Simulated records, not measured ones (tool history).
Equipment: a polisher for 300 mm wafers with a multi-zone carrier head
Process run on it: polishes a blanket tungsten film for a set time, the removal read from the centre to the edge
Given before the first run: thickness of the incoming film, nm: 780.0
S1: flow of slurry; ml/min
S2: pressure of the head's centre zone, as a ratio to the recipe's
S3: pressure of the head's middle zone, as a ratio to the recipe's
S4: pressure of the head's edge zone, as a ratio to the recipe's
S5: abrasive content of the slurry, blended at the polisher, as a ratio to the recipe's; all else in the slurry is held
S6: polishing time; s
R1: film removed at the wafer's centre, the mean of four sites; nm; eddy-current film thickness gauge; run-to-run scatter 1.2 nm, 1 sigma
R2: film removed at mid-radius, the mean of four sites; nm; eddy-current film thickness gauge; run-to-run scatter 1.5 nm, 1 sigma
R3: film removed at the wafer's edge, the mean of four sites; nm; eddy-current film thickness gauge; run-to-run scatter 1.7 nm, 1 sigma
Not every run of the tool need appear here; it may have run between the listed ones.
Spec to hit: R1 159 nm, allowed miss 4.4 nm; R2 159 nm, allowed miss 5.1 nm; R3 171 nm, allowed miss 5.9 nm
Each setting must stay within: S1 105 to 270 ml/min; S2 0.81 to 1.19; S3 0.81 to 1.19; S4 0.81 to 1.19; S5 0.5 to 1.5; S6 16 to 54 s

run,hour,S1,S2,S3,S4,S5,S6,R1,R2,R3
1,0,175,1,1,1,1,35,231.84,221.19,229.62
2,1.5,155,1,1,1,1,35,225.59,222.39,224.12
3,5.1,150,0.96,0.95,0.96,0.85,34,201.51,188.82,201.55
4,10.1,150,0.96,0.95,0.96,1.05,34,215.03,205.15,216.71
5,13.9,135,0.96,0.95,0.96,1.05,34,205.35,202.56,208.58
6,22.1,135,0.96,0.95,0.96,1.05,43,264.25,253.99,267.2
7,23.7,125,0.92,0.94,0.93,0.85,40,215.08,216.21,227.01
8,25,125,0.87,0.86,0.83,0.6,34,154.34,152.57,168.08

Which one of the following 4 next-run settings gets every result inside its allowed miss? There is exactly one.
A,26.3,110,0.88,0.87,0.85,0.5,38,?,?,?
B,26.3,110,0.93,0.81,0.9,0.5,36,?,?,?
C,26.3,105,0.84,0.91,0.9,0.75,33,?,?,?
D,26.3,115,0.86,0.81,0.87,0.55,35,?,?,?

move,R1,R2,R3
A,155.29,156.65,169.23
B,155.49,140.57,164.65
C,143.98,157.85,169.75
D,146.27,142.88,164.07
A: every result within its allowed miss
B: the biggest miss grows against the last run
C: corrects the largest miss of the last run, while another result sits out of spec
D: the biggest miss grows against the last run
A meets every target.
